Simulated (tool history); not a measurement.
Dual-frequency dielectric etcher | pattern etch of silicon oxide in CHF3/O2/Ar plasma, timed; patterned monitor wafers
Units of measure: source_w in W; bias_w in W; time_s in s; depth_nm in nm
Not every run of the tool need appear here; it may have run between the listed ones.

Run 1, hour 0: source_w 500 W, bias_w 134 W, time_s 462 s. Result: depth_nm 738.19 nm.
Run 2, hour 3.1: source_w 500 W, bias_w 124 W, time_s 462 s. Result: depth_nm 727.62 nm.
Run 3, hour 6.3: source_w 500 W, bias_w 124 W, time_s 462 s. Result: depth_nm 724.08 nm.
Run 4, hour 12.8: source_w 480 W, bias_w 121 W, time_s 462 s. Result: depth_nm 714.37 nm.
Run 5, hour 13.4: source_w 410 W, bias_w 121 W, time_s 462 s. Result: depth_nm 670.76 nm.
Run 6, hour 15.9: source_w 400 W, bias_w 120 W, time_s 462 s. Result: depth_nm 659.54 nm.

The next listed run, before its measurement:
Run 7, hour 17.2: source_w 390 W, bias_w 119 W, time_s 462 s. Result: depth_nm ?.

{"run 7": {"depth_nm": 657.98}}
